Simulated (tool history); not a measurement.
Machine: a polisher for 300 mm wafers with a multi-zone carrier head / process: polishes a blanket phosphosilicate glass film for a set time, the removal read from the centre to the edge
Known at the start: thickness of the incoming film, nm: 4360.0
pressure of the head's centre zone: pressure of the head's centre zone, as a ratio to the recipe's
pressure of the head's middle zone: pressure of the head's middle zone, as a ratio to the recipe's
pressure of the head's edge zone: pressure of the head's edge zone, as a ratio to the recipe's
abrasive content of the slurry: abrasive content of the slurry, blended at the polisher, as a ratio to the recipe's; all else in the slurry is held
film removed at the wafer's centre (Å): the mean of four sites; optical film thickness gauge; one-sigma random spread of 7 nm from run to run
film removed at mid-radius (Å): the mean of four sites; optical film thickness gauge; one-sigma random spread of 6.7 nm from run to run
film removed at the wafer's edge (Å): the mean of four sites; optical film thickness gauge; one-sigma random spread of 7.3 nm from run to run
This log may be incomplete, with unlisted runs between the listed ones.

run,hour,flow of slurry (ml/min),pressure of the head's centre zone,pressure of the head's middle zone,pressure of the head's edge zone,abrasive content of the slurry,polishing time (s),film removed at the wafer's centre (Å),film removed at mid-radius (Å),film removed at the wafer's edge (Å)
1,0,215,1,1,1,1,57,6016.4,6188.2,6133.9
2,2.9,215,1.01,0.98,0.97,0.95,57,6002.3,5925.6,6169.9
3,7.1,240,1.01,0.98,0.97,0.95,57,6008,6076,6094.4
4,13.6,245,1.04,0.98,0.96,0.85,56,5960.4,5788.4,5879.6
5,17,245,1.06,0.98,0.95,0.75,55,5823.8,5433.3,5339.6
6,25.7,240,1.06,0.97,0.95,0.75,55,5628.1,5462.6,5521.1

Run 7 is up next; what results do you expect?
7,28,245,1.08,0.97,0.95,0.7,55,?,?,?

film removed at the wafer's centre (Å): 5908.1
film removed at mid-radius (Å): 5292.1
film removed at the wafer's edge (Å): 5300.5

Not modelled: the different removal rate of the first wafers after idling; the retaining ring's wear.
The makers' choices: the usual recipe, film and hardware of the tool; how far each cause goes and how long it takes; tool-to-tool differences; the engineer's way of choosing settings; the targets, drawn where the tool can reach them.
